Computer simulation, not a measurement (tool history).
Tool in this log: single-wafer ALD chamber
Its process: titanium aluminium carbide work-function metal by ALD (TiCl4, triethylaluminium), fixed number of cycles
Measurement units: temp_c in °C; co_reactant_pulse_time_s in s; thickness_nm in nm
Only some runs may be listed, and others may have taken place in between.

{"run": 1, "hour": 0.0, "temp_c": 285, "co_reactant_pulse_time_s": 15.66, "thickness_nm": 1.7902}
{"run": 2, "hour": 2.0, "temp_c": 290, "co_reactant_pulse_time_s": 15.66, "thickness_nm": 1.8499}
{"run": 3, "hour": 7.6, "temp_c": 290, "co_reactant_pulse_time_s": 13.05, "thickness_nm": 1.8239}
{"run": 4, "hour": 8.7, "temp_c": 287, "co_reactant_pulse_time_s": 12.67, "thickness_nm": 1.7903}
{"run": 5, "hour": 16.8, "temp_c": 293, "co_reactant_pulse_time_s": 12.67, "thickness_nm": 1.8372}
{"run": 6, "hour": 22.8, "temp_c": 293, "co_reactant_pulse_time_s": 16.1, "thickness_nm": 1.8561}
{"run": 7, "hour": 30.4, "temp_c": 281, "co_reactant_pulse_time_s": 13.12, "thickness_nm": 1.76}
{"run": 8, "hour": 31.4, "temp_c": 278, "co_reactant_pulse_time_s": 12.73, "thickness_nm": 1.7517}
{"run": 9, "hour": 36.0, "temp_c": 275, "co_reactant_pulse_time_s": 12.29, "thickness_nm": 1.6998}
{"run": 10, "hour": 40.1, "temp_c": 274, "co_reactant_pulse_time_s": 12.15, "thickness_nm": 1.6941}
{"run": 11, "hour": 47.9, "temp_c": 273, "co_reactant_pulse_time_s": 12.02, "thickness_nm": 1.6872}

Run 12 comes next. What will it give?
{"run": 12, "hour": 56.7, "temp_c": 272, "co_reactant_pulse_time_s": 11.91, "thickness_nm": "?"}

thickness_nm: 1.6795 nm
